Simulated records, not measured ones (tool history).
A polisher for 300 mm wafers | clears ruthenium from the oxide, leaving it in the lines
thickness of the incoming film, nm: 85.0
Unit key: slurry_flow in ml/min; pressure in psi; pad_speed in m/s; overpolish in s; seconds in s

| run | day | slurry_flow | pressure | pad_speed | overpolish | seconds |
|---|---|---|---|---|---|---|
| 1 | 0.000 | 250 | 1.5 | 1.18 | 5 | 94.734 |
| 2 | 0.208 | 225 | 1.5 | 1.18 | 5 | 96.679 |
| 3 | 0.367 | 265 | 1.5 | 1.18 | 5 | 96.155 |
| 4 | 0.554 | 205 | 1.5 | 1.18 | 5 | 95.464 |
| 5 | 0.888 | 170 | 1.5 | 1.18 | 5 | 98.370 |
| 6 | 1.029 | 170 | 1.4 | 1.14 | 5 | 110.550 |
| 7 | 1.400 | 170 | 1.3 | 1.12 | 5 | 116.590 |

Run 8 has not been measured yet. What should we expect?
| 8 | 1.621 | 170 | 1.2 | 1.08 | 5 | ? |

Run 8 produced seconds 133.070 s.
